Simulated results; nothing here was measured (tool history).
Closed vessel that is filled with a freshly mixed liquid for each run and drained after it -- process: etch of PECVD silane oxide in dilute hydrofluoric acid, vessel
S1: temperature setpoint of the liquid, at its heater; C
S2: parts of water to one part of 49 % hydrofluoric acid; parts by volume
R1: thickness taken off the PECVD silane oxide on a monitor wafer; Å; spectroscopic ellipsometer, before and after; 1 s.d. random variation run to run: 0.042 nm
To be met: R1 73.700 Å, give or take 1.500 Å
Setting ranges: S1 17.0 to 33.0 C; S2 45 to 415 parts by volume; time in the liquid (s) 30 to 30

{"run": 1, "hour": 0.0, "S1": 25.0, "S2": 230, "time in the liquid (s)": 30, "R1": 61.458}
{"run": 2, "hour": 6.9, "S1": 27.5, "S2": 230, "time in the liquid (s)": 30, "R1": 66.793}
{"run": 3, "hour": 12.0, "S1": 27.5, "S2": 155, "time in the liquid (s)": 30, "R1": 107.78}
{"run": 4, "hour": 14.3, "S1": 27.5, "S2": 120, "time in the liquid (s)": 30, "R1": 145.51}
{"run": 5, "hour": 21.4, "S1": 27.5, "S2": 45, "time in the liquid (s)": 30, "R1": 433.13}
{"run": 6, "hour": 28.1, "S1": 24.5, "S2": 45, "time in the liquid (s)": 30, "R1": 378.3}
{"run": 7, "hour": 29.4, "S1": 24.5, "S2": 75, "time in the liquid (s)": 30, "R1": 218.19}
{"run": 8, "hour": 33.2, "S1": 20.5, "S2": 155, "time in the liquid (s)": 30, "R1": 83.085}
{"run": 9, "hour": 35.0, "S1": 20.0, "S2": 155, "time in the liquid (s)": 30, "R1": 80.921}
{"run": 10, "hour": 37.2, "S1": 19.5, "S2": 155, "time in the liquid (s)": 30, "R1": 79.876}
{"run": 11, "hour": 40.5, "S1": 18.5, "S2": 155, "time in the liquid (s)": 30, "R1": 77.517}
{"run": 12, "hour": 41.3, "S1": 18.5, "S2": 155, "time in the liquid (s)": 30, "R1": 76.181}

Of the 4 settings listed for the next run, only one would bring every result within its allowed miss of target. Which one?
{"run": "A", "hour": 42.1, "S1": 17.0, "S2": 145, "time in the liquid (s)": 30, "R1": "?"}
{"run": "B", "hour": 42.1, "S1": 17.5, "S2": 145, "time in the liquid (s)": 30, "R1": "?"}
{"run": "C", "hour": 42.1, "S1": 20.5, "S2": 170, "time in the liquid (s)": 30, "R1": "?"}
{"run": "D", "hour": 42.1, "S1": 18.5, "S2": 145, "time in the liquid (s)": 30, "R1": "?"}

move=A R1=76.517
move=B R1=78.102
move=C R1=73.244
move=D R1=81.347
A: misses by more than the last run did
B: misses by more than the last run did
C: meets every target
D: misses by more than the last run did
So the answer is move C, the one that meets all the targets.
